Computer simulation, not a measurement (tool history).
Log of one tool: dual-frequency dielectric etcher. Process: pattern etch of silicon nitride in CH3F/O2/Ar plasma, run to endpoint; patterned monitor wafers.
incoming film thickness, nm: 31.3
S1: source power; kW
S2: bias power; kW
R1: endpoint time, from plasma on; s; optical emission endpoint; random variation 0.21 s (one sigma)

run	day	S1	S2	R1
1	0	0.53	0.087	40.613
2	0.083	0.59	0.087	39.171
3	0.4	0.59	0.075	41.316
4	0.562	0.61	0.078	40.29
5	0.825	0.61	0.063	43.383
6	1.058	0.61	0.055	45.44
7	1.375	0.63	0.061	42.953
8	1.496	0.63	0.061	43.402
9	1.708	0.65	0.066	41.66
10	1.992	0.74	0.084	36.653

Forecast run 11:
11	2.321	0.74	0.086	?

{"run 11": {"R1": 36.34}}

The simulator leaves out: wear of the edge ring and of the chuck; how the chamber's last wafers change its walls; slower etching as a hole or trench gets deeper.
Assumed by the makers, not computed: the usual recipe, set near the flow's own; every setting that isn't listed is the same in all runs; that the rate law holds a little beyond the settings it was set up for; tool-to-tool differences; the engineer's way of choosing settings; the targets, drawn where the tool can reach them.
